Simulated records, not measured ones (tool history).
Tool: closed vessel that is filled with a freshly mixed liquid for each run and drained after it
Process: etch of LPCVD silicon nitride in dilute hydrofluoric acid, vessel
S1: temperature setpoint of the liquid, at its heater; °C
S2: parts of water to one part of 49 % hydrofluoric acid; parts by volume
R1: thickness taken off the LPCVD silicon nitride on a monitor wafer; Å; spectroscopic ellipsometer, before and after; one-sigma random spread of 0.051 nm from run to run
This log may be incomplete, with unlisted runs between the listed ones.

Run 1, hour 0: S1 23 °C, S2 55 parts by volume, time in the liquid (s) 695. Result: R1 56.301 Å.
Run 2, hour 2.4: S1 25 °C, S2 55 parts by volume, time in the liquid (s) 695. Result: R1 65.393 Å.
Run 3, hour 9.7: S1 25 °C, S2 45 parts by volume, time in the liquid (s) 695. Result: R1 78.492 Å.
Run 4, hour 11.7: S1 22 °C, S2 45 parts by volume, time in the liquid (s) 695. Result: R1 64.153 Å.
Run 5, hour 20.1: S1 23.5 °C, S2 45 parts by volume, time in the liquid (s) 695. Result: R1 71.267 Å.
Run 6, hour 24.1: S1 24.5 °C, S2 45 parts by volume, time in the liquid (s) 695. Result: R1 76.146 Å.
Run 7, hour 28.5: S1 25 °C, S2 45 parts by volume, time in the liquid (s) 695. Result: R1 79.351 Å.

Forecast run 8:
Run 8, hour 34.3: S1 25.5 °C, S2 45 parts by volume, time in the liquid (s) 695. Result: R1 ?.

Run 8 gave R1 81.655 Å.
